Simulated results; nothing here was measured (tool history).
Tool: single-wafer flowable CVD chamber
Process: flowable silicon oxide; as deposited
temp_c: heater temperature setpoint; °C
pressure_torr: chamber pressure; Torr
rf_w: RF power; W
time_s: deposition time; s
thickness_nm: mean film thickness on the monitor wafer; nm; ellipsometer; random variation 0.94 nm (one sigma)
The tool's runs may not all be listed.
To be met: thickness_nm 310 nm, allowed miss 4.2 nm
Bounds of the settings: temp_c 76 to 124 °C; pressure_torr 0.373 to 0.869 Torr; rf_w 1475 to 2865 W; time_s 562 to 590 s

run 1 hour=0 | temp_c=100 pressure_torr=0.621 rf_w=2170 time_s=590 | thickness_nm=248.97
run 2 hour=8.9 | temp_c=100 pressure_torr=0.621 rf_w=1890 time_s=590 | thickness_nm=243.33
run 3 hour=11.6 | temp_c=99 pressure_torr=0.621 rf_w=1890 time_s=590 | thickness_nm=253.55
run 4 hour=14.2 | temp_c=98 pressure_torr=0.621 rf_w=1890 time_s=590 | thickness_nm=262.07
run 5 hour=21.3 | temp_c=105 pressure_torr=0.621 rf_w=1890 time_s=590 | thickness_nm=201.89
run 6 hour=24.5 | temp_c=105 pressure_torr=0.621 rf_w=1890 time_s=562 | thickness_nm=191.2
run 7 hour=28.8 | temp_c=104 pressure_torr=0.621 rf_w=1890 time_s=562 | thickness_nm=199.53
run 8 hour=34 | temp_c=103 pressure_torr=0.621 rf_w=1890 time_s=562 | thickness_nm=206.98
run 9 hour=40.5 | temp_c=102 pressure_torr=0.621 rf_w=1890 time_s=562 | thickness_nm=213.92
run 10 hour=44.4 | temp_c=101 pressure_torr=0.621 rf_w=1890 time_s=562 | thickness_nm=222.25
run 11 hour=50.5 | temp_c=100 pressure_torr=0.621 rf_w=1890 time_s=562 | thickness_nm=231.26
run 12 hour=54.3 | temp_c=99 pressure_torr=0.621 rf_w=1890 time_s=562 | thickness_nm=240.4
run 13 hour=59.3 | temp_c=98 pressure_torr=0.621 rf_w=1890 time_s=562 | thickness_nm=250.44
run 14 hour=66.3 | temp_c=98 pressure_torr=0.621 rf_w=1890 time_s=562 | thickness_nm=248.78
run 15 hour=75.3 | temp_c=97 pressure_torr=0.621 rf_w=1890 time_s=562 | thickness_nm=257.17
run 16 hour=78.5 | temp_c=96 pressure_torr=0.621 rf_w=1890 time_s=562 | thickness_nm=268.21

Which of these 5 next moves meets every target?
run A hour=81.7 | temp_c=101 pressure_torr=0.65 rf_w=1990 time_s=581 | thickness_nm=?
run B hour=81.7 | temp_c=100 pressure_torr=0.663 rf_w=2095 time_s=568 | thickness_nm=?
run C hour=81.7 | temp_c=87 pressure_torr=0.399 rf_w=1915 time_s=564 | thickness_nm=?
run D hour=81.7 | temp_c=96 pressure_torr=0.69 rf_w=2190 time_s=574 | thickness_nm=?
run E hour=81.7 | temp_c=93 pressure_torr=0.602 rf_w=1865 time_s=573 | thickness_nm=?

move=A thickness_nm=241.57
move=B thickness_nm=251.87
move=C thickness_nm=246.76
move=D thickness_nm=308.79
move=E thickness_nm=296.34
A: further off than the last run
B: further off than the last run
C: further off than the last run
D: meets every target
E: nearer than the last run, and not there yet
Move D is the one to make.
